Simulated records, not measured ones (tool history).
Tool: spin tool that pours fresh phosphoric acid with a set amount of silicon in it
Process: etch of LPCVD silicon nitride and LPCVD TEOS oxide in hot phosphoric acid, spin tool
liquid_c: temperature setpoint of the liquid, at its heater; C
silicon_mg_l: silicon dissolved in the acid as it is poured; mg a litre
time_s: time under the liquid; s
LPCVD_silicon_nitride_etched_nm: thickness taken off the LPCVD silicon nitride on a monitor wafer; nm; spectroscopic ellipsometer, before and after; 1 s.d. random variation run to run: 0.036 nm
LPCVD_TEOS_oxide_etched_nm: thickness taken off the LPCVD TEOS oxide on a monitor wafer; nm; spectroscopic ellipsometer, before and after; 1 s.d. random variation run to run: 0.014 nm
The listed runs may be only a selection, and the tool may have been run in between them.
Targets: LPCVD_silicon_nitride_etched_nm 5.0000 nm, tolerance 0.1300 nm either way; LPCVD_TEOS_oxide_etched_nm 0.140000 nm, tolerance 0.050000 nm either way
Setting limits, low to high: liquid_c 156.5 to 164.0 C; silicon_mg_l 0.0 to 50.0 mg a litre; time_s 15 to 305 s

run,day,liquid_c,silicon_mg_l,time_s,LPCVD_silicon_nitride_etched_nm,LPCVD_TEOS_oxide_etched_nm
1,0.000,159.0,28.5,155,13.2280,0.268420
2,0.192,159.0,28.5,100,8.6154,0.184690
3,0.479,158.0,28.5,100,8.3089,0.159820
4,0.533,157.5,25.0,80,6.5027,0.147220
5,0.783,157.0,23.0,75,5.9710,0.130700
6,0.954,157.0,23.0,25,2.0197,0.041671
7,1.008,157.0,21.5,40,3.2521,0.074699
8,1.096,157.0,20.0,50,4.0326,0.102730
9,1.267,157.0,18.5,55,4.3936,0.124670
10,1.562,157.0,18.0,55,4.3910,0.129100
11,1.717,157.0,18.0,60,4.7944,0.139640

Next run, 5 choices. One meets every target within its allowed miss, the rest don't. Which?
A,1.871,158.0,17.0,60,?,?
B,1.871,158.5,20.5,55,?,?
C,1.871,157.0,18.0,55,?,?
D,1.871,158.0,26.0,55,?,?
E,1.871,156.5,23.0,60,?,?

move,LPCVD_silicon_nitride_etched_nm,LPCVD_TEOS_oxide_etched_nm
A,4.9933,0.169700
B,4.6554,0.146600
C,4.4243,0.140520
D,4.5772,0.118710
E,4.7449,0.127690
A: all results land within tolerance of their targets
B: misses by more than the last run did
C: misses by more than the last run did
D: misses by more than the last run did
E: misses by more than the last run did
The right move is A.
